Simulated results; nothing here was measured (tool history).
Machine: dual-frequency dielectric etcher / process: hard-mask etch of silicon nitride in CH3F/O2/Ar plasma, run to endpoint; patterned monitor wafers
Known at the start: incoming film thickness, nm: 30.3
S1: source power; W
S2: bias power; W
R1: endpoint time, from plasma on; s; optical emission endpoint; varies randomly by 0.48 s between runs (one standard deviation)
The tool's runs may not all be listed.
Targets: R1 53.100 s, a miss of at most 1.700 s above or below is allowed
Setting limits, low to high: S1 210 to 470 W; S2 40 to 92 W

run  hour   S1  S2      R1
  1   0.0  340  66  44.976
  2   4.6  340  73  43.236
  3   9.4  380  73  40.968
  4  10.3  420  73  39.821
  5  19.0  420  84  38.383
  6  22.7  420  92  36.907
  7  25.3  360  79  42.614
  8  30.0  330  77  43.907
  9  36.1  300  74  46.659
 10  39.6  280  73  47.417
 11  40.8  280  73  48.150
 12  45.7  270  72  48.479
 13  50.6  270  72  48.381
 14  56.7  210  63  57.107
 15  62.3  220  64  54.966

Which single option among these 4 for the next run brings every result within its allowed miss of target? Just one does.
  A  67.9  210  54   ?
  B  67.9  260  59   ?
  C  67.9  220  56   ?
  D  67.9  210  57   ?

move      R1
   A  60.231
   B  52.988
   C  58.222
   D  59.165
A: its largest miss is bigger than the last run's
B: in spec on every target
C: its largest miss is bigger than the last run's
D: its largest miss is bigger than the last run's
The right move is B.
